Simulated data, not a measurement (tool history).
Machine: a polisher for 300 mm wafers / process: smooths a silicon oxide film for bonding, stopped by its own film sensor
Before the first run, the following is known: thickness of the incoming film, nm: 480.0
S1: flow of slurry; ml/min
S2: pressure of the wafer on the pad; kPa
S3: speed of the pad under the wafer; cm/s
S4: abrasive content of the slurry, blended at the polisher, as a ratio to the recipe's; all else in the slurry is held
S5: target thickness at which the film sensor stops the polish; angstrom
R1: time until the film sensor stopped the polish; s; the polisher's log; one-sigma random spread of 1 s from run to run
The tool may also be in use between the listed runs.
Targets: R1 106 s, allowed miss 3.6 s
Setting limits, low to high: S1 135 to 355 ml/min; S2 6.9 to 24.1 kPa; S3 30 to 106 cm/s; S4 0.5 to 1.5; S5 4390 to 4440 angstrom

run 1 hour=0 | S1=225 S2=15.2 S3=68 S4=1 S5=4390 | R1=78.018
run 2 hour=5.8 | S1=225 S2=14.5 S3=68 S4=1 S5=4390 | R1=81.712
run 3 hour=13.7 | S1=250 S2=14.5 S3=68 S4=1 S5=4390 | R1=81.008
run 4 hour=21 | S1=250 S2=11.7 S3=68 S4=1 S5=4390 | R1=98.12
run 5 hour=22.1 | S1=250 S2=11.7 S3=68 S4=1 S5=4390 | R1=98.249
run 6 hour=30.8 | S1=250 S2=11.7 S3=68 S4=1 S5=4440 | R1=87.159
run 7 hour=31.4 | S1=250 S2=11 S3=68 S4=1 S5=4440 | R1=90.621
run 8 hour=39.6 | S1=240 S2=8.3 S3=68 S4=1 S5=4440 | R1=121.98
run 9 hour=46.4 | S1=250 S2=8.3 S3=68 S4=1 S5=4440 | R1=119.29
run 10 hour=48.3 | S1=255 S2=8.3 S3=68 S4=1 S5=4440 | R1=122.01
run 11 hour=54.4 | S1=255 S2=11 S3=68 S4=1 S5=4440 | R1=91.679
run 12 hour=60.1 | S1=245 S2=11 S3=68 S4=1 S5=4440 | R1=93.834
run 13 hour=64.9 | S1=235 S2=11 S3=68 S4=1 S5=4440 | R1=92.415
run 14 hour=72.4 | S1=235 S2=10.3 S3=68 S4=1 S5=4440 | R1=98.767

Of the 4 settings listed for the next run, only one would bring every result within its allowed miss of target. Which one?
run A hour=79.9 | S1=250 S2=11.7 S3=70 S4=1.1 S5=4390 | R1=?
run B hour=79.9 | S1=225 S2=9.7 S3=72 S4=0.95 S5=4400 | R1=?
run C hour=79.9 | S1=260 S2=8.3 S3=68 S4=1.2 S5=4440 | R1=?
run D hour=79.9 | S1=240 S2=10.3 S3=68 S4=0.95 S5=4420 | R1=?

move=A R1=93.723
move=B R1=114.41
move=C R1=113.5
move=D R1=105.66
A: further off than the last run
B: carries the result that was furthest off beyond its target, to the other side
C: carries the result that was furthest off beyond its target, to the other side
D: meets every target
The right move is D.

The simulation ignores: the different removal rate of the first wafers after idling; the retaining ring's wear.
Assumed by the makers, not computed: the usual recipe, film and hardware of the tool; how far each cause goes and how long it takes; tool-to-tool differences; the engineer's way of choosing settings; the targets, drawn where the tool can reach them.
